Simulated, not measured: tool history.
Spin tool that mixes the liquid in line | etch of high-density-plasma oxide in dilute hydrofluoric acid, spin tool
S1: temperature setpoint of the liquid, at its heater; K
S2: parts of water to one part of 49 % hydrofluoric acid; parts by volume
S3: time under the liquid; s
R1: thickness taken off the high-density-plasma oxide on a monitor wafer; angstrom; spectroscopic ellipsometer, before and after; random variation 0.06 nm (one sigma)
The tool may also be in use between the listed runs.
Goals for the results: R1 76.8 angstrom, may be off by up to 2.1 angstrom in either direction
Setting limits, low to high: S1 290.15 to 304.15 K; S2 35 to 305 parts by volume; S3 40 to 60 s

{"run": 1, "hour": 0.0, "S1": 296.15, "S2": 170, "S3": 60, "R1": 34.037}
{"run": 2, "hour": 2.9, "S1": 296.15, "S2": 170, "S3": 40, "R1": 23.16}
{"run": 3, "hour": 10.5, "S1": 292.65, "S2": 170, "S3": 40, "R1": 20.081}
{"run": 4, "hour": 17.7, "S1": 296.15, "S2": 170, "S3": 40, "R1": 22.876}
{"run": 5, "hour": 26.8, "S1": 296.15, "S2": 140, "S3": 40, "R1": 28.904}
{"run": 6, "hour": 33.5, "S1": 298.15, "S2": 115, "S3": 40, "R1": 38.853}
{"run": 7, "hour": 37.3, "S1": 299.65, "S2": 100, "S3": 40, "R1": 48.501}
{"run": 8, "hour": 44.9, "S1": 300.65, "S2": 95, "S3": 40, "R1": 52.43}
{"run": 9, "hour": 45.6, "S1": 301.65, "S2": 90, "S3": 40, "R1": 59.35}
{"run": 10, "hour": 48.6, "S1": 302.15, "S2": 85, "S3": 40, "R1": 63.639}
{"run": 11, "hour": 51.6, "S1": 302.65, "S2": 85, "S3": 40, "R1": 65.527}
{"run": 12, "hour": 59.7, "S1": 303.15, "S2": 85, "S3": 40, "R1": 66.581}
{"run": 13, "hour": 68.0, "S1": 303.15, "S2": 80, "S3": 40, "R1": 70.526}
{"run": 14, "hour": 70.4, "S1": 303.65, "S2": 80, "S3": 40, "R1": 71.892}
{"run": 15, "hour": 77.2, "S1": 304.15, "S2": 75, "S3": 40, "R1": 79.855}

Below are 4 possible settings for the next run. Only one of them brings all results inside the allowed miss of their targets. Which is it?
{"run": "A", "hour": 84.0, "S1": 303.15, "S2": 70, "S3": 40, "R1": "?"}
{"run": "B", "hour": 84.0, "S1": 300.65, "S2": 105, "S3": 60, "R1": "?"}
{"run": "C", "hour": 84.0, "S1": 304.15, "S2": 105, "S3": 60, "R1": "?"}
{"run": "D", "hour": 84.0, "S1": 304.15, "S2": 110, "S3": 60, "R1": "?"}

move=A R1=82.303
move=B R1=71.198
move=C R1=81.211
move=D R1=76.967
A: misses by more than the last run did
B: pushes the last run's worst result past its target
C: misses by more than the last run did
D: hits every target within its allowed miss
Move D is the one to make.

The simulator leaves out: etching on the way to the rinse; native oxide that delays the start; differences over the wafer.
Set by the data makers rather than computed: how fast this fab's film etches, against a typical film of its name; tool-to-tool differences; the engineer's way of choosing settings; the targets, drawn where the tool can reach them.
